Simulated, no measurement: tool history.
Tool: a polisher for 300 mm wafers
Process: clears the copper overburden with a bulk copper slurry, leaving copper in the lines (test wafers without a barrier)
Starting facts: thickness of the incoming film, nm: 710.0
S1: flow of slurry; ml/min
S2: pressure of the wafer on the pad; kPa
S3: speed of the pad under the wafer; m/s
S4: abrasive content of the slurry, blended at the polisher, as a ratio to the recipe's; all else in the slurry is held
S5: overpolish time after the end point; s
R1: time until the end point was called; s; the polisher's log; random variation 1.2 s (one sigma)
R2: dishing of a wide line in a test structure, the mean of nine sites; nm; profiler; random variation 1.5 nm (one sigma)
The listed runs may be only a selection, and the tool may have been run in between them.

{"run": 1, "hour": 0.0, "S1": 180, "S2": 15.9, "S3": 1.42, "S4": 1, "S5": 23, "R1": 73.588, "R2": 111.21}
{"run": 2, "hour": 3.2, "S1": 140, "S2": 15.9, "S3": 1.42, "S4": 1, "S5": 23, "R1": 78.985, "R2": 109.43}
{"run": 3, "hour": 10.1, "S1": 145, "S2": 15.9, "S3": 1.44, "S4": 1, "S5": 20, "R1": 75.102, "R2": 101.98}
{"run": 4, "hour": 17.6, "S1": 110, "S2": 15.9, "S3": 1.44, "S4": 1, "S5": 20, "R1": 81.575, "R2": 99.665}
{"run": 5, "hour": 20.0, "S1": 115, "S2": 15.9, "S3": 1.46, "S4": 1, "S5": 18, "R1": 78.362, "R2": 96.43}
{"run": 6, "hour": 21.0, "S1": 115, "S2": 15.9, "S3": 1.48, "S4": 1, "S5": 16, "R1": 77.487, "R2": 87.327}
{"run": 7, "hour": 25.2, "S1": 115, "S2": 16.5, "S3": 1.54, "S4": 1, "S5": 11, "R1": 73.149, "R2": 72.328}

For run 8, what comes out?
{"hour": 27.6, "done": "slurry nozzle cleaned"}
{"run": 8, "hour": 27.6, "S1": 115, "S2": 16.5, "S3": 1.54, "S4": 1, "S5": 12, "R1": "?", "R2": "?"}

Logged for run 8: R1 65.938 s, R2 83.468 nm.
